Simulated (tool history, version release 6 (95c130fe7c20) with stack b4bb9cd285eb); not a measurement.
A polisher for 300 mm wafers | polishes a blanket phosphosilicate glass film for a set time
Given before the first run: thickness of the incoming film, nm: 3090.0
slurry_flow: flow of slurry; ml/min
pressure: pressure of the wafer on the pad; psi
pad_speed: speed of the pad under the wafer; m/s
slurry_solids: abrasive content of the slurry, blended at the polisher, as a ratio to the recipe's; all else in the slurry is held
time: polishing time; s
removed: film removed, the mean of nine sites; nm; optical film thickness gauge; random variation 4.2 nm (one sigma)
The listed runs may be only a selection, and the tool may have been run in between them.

Run 1, hour 0.0: slurry_flow 120 ml/min, pressure 2.6 psi, pad_speed 1.04 m/s, slurry_solids 1.00, time 100 s. Result: removed 699.36 nm.
Run 2, hour 6.3: slurry_flow 120 ml/min, pressure 2.6 psi, pad_speed 1.04 m/s, slurry_solids 1.00, time 104 s. Result: removed 726.60 nm.
Run 3, hour 14.3: slurry_flow 115 ml/min, pressure 2.5 psi, pad_speed 1.04 m/s, slurry_solids 1.00, time 104 s. Result: removed 698.41 nm.
Run 4, hour 18.0: slurry_flow 115 ml/min, pressure 2.5 psi, pad_speed 1.04 m/s, slurry_solids 0.85, time 104 s. Result: removed 647.20 nm.
Run 5, hour 20.6: slurry_flow 110 ml/min, pressure 2.4 psi, pad_speed 1.04 m/s, slurry_solids 0.85, time 104 s. Result: removed 602.85 nm.
Run 6, hour 26.5: slurry_flow 110 ml/min, pressure 2.4 psi, pad_speed 1.04 m/s, slurry_solids 0.85, time 100 s. Result: removed 588.07 nm.

Predict the results of run 7:
Run 7, hour 31.8: slurry_flow 105 ml/min, pressure 2.4 psi, pad_speed 1.04 m/s, slurry_solids 0.85, time 100 s. Result: removed ?.

removed: 573.56 nm

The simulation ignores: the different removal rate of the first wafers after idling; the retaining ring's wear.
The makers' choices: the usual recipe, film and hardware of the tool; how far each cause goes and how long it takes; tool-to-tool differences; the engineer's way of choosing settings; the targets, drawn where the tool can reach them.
